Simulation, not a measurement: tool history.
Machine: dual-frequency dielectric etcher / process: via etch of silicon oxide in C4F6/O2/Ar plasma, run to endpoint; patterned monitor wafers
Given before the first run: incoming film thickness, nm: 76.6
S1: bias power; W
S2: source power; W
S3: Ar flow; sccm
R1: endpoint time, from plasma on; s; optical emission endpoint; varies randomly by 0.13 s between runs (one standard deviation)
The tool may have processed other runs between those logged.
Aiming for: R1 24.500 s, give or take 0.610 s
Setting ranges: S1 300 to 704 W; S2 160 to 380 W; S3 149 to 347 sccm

run	hour	S1	S2	S3	R1
1	0.0	502	270	248	19.837
2	6.0	452	270	248	20.616
3	12.1	452	310	248	19.342
4	16.4	415	290	253	20.725
5	21.1	459	290	253	19.805
6	23.8	420	280	254	21.040
7	30.8	392	270	256	22.148
8	31.5	371	270	257	22.641
9	36.6	354	270	257	23.370
10	37.3	345	270	257	23.526
11	41.0	337	270	257	23.663

Below are 5 possible settings for the next run. Only one of them brings all results inside the allowed miss of their targets. Which is it?
A	44.7	357	210	244	?
B	44.7	308	280	284	?
C	44.7	300	250	242	?
D	44.7	300	250	262	?
E	44.7	324	250	308	?

move	R1
A	26.423
B	24.570
C	25.724
D	26.086
E	25.907
A: takes the biggest miss from the last run beyond its target
B: hits every target within its allowed miss
C: takes the biggest miss from the last run beyond its target
D: takes the biggest miss from the last run beyond its target
E: takes the biggest miss from the last run beyond its target
B is the move that brings every result within its allowed miss.
